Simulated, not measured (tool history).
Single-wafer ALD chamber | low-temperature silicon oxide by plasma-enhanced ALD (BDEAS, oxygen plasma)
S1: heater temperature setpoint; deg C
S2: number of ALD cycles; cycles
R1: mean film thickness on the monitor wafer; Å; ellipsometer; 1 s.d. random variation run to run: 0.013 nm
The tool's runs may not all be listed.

{"run": 1, "hour": 0.0, "S1": 85, "S2": 48, "R1": 70.822}
{"run": 2, "hour": 4.7, "S1": 88, "S2": 46, "R1": 67.082}
{"run": 3, "hour": 5.8, "S1": 88, "S2": 52, "R1": 75.453}
{"run": 4, "hour": 14.2, "S1": 88, "S2": 47, "R1": 68.394}
{"run": 5, "hour": 18.9, "S1": 91, "S2": 46, "R1": 65.995}
{"run": 6, "hour": 25.5, "S1": 94, "S2": 45, "R1": 63.896}
{"run": 7, "hour": 34.5, "S1": 96, "S2": 44, "R1": 62.115}
{"hour": 36.6, "done": "thermocouple changed; heater temperature recalibrated"}
{"run": 8, "hour": 36.6, "S1": 98, "S2": 43, "R1": 60.955}
{"run": 9, "hour": 39.8, "S1": 99, "S2": 42, "R1": 59.264}

For run 10, what comes out?
{"run": 10, "hour": 46.9, "S1": 100, "S2": 41, "R1": "?"}

{"run 10": {"R1": 57.855}}

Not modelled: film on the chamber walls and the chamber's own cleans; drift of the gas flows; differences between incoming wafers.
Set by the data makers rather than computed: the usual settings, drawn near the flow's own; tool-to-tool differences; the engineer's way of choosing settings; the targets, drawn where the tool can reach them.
